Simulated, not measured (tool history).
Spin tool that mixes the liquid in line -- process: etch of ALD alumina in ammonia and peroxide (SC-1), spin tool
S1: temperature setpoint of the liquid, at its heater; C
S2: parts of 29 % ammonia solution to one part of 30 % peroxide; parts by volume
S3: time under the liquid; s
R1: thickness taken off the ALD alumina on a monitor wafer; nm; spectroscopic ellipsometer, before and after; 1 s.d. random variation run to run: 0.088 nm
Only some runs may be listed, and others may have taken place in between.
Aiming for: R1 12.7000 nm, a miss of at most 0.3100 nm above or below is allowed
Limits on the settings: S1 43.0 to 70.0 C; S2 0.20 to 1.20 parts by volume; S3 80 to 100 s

{"run": 1, "hour": 0.0, "S1": 59.0, "S2": 0.9, "S3": 100, "R1": 10.588}
{"run": 2, "hour": 5.2, "S1": 53.0, "S2": 0.9, "S3": 100, "R1": 7.6008}
{"run": 3, "hour": 12.0, "S1": 56.0, "S2": 0.9, "S3": 100, "R1": 9.0554}
{"run": 4, "hour": 15.3, "S1": 56.0, "S2": 1.15, "S3": 100, "R1": 9.2934}
{"run": 5, "hour": 18.0, "S1": 58.0, "S2": 1.15, "S3": 100, "R1": 10.229}
{"run": 6, "hour": 21.7, "S1": 65.0, "S2": 1.15, "S3": 100, "R1": 14.664}
{"run": 7, "hour": 24.1, "S1": 64.0, "S2": 1.15, "S3": 100, "R1": 13.94}
{"run": 8, "hour": 25.6, "S1": 63.5, "S2": 1.15, "S3": 100, "R1": 13.748}
{"run": 9, "hour": 29.4, "S1": 63.0, "S2": 1.15, "S3": 100, "R1": 13.279}

Exactly one of the 4 candidate moves below puts every result within its allowed miss. Which one?
{"run": "A", "hour": 33.2, "S1": 61.0, "S2": 1.1, "S3": 100, "R1": "?"}
{"run": "B", "hour": 33.2, "S1": 61.0, "S2": 1.2, "S3": 100, "R1": "?"}
{"run": "C", "hour": 33.2, "S1": 61.5, "S2": 1.0, "S3": 100, "R1": "?"}
{"run": "D", "hour": 33.2, "S1": 62.0, "S2": 1.1, "S3": 100, "R1": "?"}

move=A R1=12.0270
move=B R1=12.1260
move=C R1=12.2260
move=D R1=12.6530
A: takes the biggest miss from the last run beyond its target
B: takes the biggest miss from the last run beyond its target
C: takes the biggest miss from the last run beyond its target
D: every result within its allowed miss
So the answer is move D, the one that meets all the targets.

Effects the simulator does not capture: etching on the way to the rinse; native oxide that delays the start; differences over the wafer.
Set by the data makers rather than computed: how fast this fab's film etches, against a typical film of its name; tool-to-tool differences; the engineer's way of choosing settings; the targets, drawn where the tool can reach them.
